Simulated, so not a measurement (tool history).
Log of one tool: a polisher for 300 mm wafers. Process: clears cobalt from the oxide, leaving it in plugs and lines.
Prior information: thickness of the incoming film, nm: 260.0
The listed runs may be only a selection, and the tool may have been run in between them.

run,hour,flow of slurry (ml/min),pressure of the wafer on the pad (psi),speed of the pad under the wafer (cm/s),overpolish time after the end point (s),time until the end point was called (s),dishing of a wide line in a test structure (nm)
1,0,180,2,80,28,63.73,55.996
2,1.6,175,1.6,78,31,77.633,55.85
3,4.1,175,1.6,68,31,87.46,52.627
4,11.1,175,2.1,68,31,70.345,55.296
5,17.3,175,2.1,60,31,77.261,56.375
6,19.6,200,2.1,60,31,74.224,57.366
7,21.5,185,1.8,60,32,84.743,54.964
8,29.4,170,1.6,60,33,95.817,51.5
9,31.7,160,1.4,60,35,109.58,50.442

Run 10 has not been measured yet. What should we expect?
10,35.2,150,1.4,60,36,?,?

time until the end point was called (s): 111.02
dishing of a wide line in a test structure (nm): 50.539

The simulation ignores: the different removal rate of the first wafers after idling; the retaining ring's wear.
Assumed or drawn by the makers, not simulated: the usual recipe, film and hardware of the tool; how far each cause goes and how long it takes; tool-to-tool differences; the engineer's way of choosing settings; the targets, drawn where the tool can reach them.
